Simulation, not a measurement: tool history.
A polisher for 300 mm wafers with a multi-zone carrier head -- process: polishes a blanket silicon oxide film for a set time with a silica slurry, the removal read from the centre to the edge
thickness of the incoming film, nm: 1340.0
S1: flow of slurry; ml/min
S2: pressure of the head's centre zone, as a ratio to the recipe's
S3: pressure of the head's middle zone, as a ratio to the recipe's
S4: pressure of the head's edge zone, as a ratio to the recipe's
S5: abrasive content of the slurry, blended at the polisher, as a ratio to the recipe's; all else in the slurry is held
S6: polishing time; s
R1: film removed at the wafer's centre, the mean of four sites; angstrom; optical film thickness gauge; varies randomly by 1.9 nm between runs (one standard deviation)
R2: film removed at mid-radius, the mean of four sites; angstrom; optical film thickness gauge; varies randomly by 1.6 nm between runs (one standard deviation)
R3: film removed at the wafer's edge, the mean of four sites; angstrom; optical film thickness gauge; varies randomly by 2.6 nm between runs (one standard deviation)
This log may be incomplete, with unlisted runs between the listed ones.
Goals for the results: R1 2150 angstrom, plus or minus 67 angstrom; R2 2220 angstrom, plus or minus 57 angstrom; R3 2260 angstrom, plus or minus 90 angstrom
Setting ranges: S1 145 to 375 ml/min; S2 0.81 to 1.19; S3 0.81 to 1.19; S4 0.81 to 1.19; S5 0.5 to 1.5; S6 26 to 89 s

Run 1, hour 0: S1 240 ml/min, S2 1, S3 1, S4 1, S5 1, S6 57 s. Result: R1 2853.5 angstrom, R2 2629.8 angstrom, R3 2518.1 angstrom.
Run 2, hour 2.1: S1 225 ml/min, S2 0.95, S3 0.97, S4 0.98, S5 0.95, S6 57 s. Result: R1 2710.6 angstrom, R2 2533.4 angstrom, R3 2528.1 angstrom.
Run 3, hour 6.3: S1 225 ml/min, S2 0.92, S3 0.97, S4 0.98, S5 0.85, S6 57 s. Result: R1 2477.8 angstrom, R2 2393.1 angstrom, R3 2364.2 angstrom.
Run 4, hour 13.2: S1 280 ml/min, S2 0.92, S3 0.97, S4 0.98, S5 0.85, S6 57 s. Result: R1 2575.3 angstrom, R2 2426.2 angstrom, R3 2460.1 angstrom.
Run 5, hour 17.3: S1 260 ml/min, S2 0.89, S3 0.96, S4 0.97, S5 0.8, S6 57 s. Result: R1 2407.5 angstrom, R2 2339.4 angstrom, R3 2335.7 angstrom.
Run 6, hour 22.6: S1 260 ml/min, S2 0.95, S3 0.96, S4 0.97, S5 0.8, S6 57 s. Result: R1 2560.9 angstrom, R2 2366.5 angstrom, R3 2300 angstrom.
Run 7, hour 29.8: S1 245 ml/min, S2 0.91, S3 0.96, S4 0.97, S5 0.8, S6 57 s. Result: R1 2452 angstrom, R2 2329.6 angstrom, R3 2301.5 angstrom.
Run 8, hour 34.4: S1 235 ml/min, S2 0.88, S3 0.96, S4 0.97, S5 0.8, S6 57 s. Result: R1 2389.8 angstrom, R2 2316.1 angstrom, R3 2302.4 angstrom.
Run 9, hour 35.8: S1 225 ml/min, S2 0.86, S3 0.96, S4 0.98, S5 0.8, S6 57 s. Result: R1 2301.8 angstrom, R2 2277.8 angstrom, R3 2316.1 angstrom.
Run 10, hour 43: S1 215 ml/min, S2 0.85, S3 0.96, S4 0.98, S5 0.8, S6 57 s. Result: R1 2231 angstrom, R2 2273.5 angstrom, R3 2353.9 angstrom.
Run 11, hour 47.4: S1 195 ml/min, S2 0.84, S3 0.96, S4 0.92, S5 0.75, S6 57 s. Result: R1 2130.1 angstrom, R2 2185.2 angstrom, R3 2143.8 angstrom.
Run 12, hour 52.1: S1 200 ml/min, S2 0.84, S3 0.96, S4 0.93, S5 0.75, S6 57 s. Result: R1 2122 angstrom, R2 2183.1 angstrom, R3 2160.4 angstrom.

5 candidate next runs follow, results not yet known. Just one meets every target within its allowed miss. Identify it.
Run A, hour 56.8: S1 250 ml/min, S2 0.83, S3 0.96, S4 1.02, S5 0.75, S6 56 s. Result: R1 ?, R2 ?, R3 ?.
Run B, hour 56.8: S1 220 ml/min, S2 0.83, S3 1.07, S4 0.86, S5 0.65, S6 58 s. Result: R1 ?, R2 ?, R3 ?.
Run C, hour 56.8: S1 235 ml/min, S2 0.9, S3 0.99, S4 0.95, S5 0.85, S6 50 s. Result: R1 ?, R2 ?, R3 ?.
Run D, hour 56.8: S1 200 ml/min, S2 0.86, S3 1, S4 0.9, S5 0.7, S6 57 s. Result: R1 ?, R2 ?, R3 ?.
Run E, hour 56.8: S1 260 ml/min, S2 0.83, S3 1.04, S4 0.89, S5 0.6, S6 61 s. Result: R1 ?, R2 ?, R3 ?.

move      R1      R2      R3
   A  2165.1    2234    2250
   B  2054.3  2262.4  2015.2
   C  2177.7  2132.3  2058.1
   D  2122.1  2181.1  2064.3
   E  2128.5  2299.4  2097.3
A: hits every target within its allowed miss
B: moves away from the targets compared with the last run
C: moves away from the targets compared with the last run
D: moves away from the targets compared with the last run
E: moves away from the targets compared with the last run
Move A is the one to make.
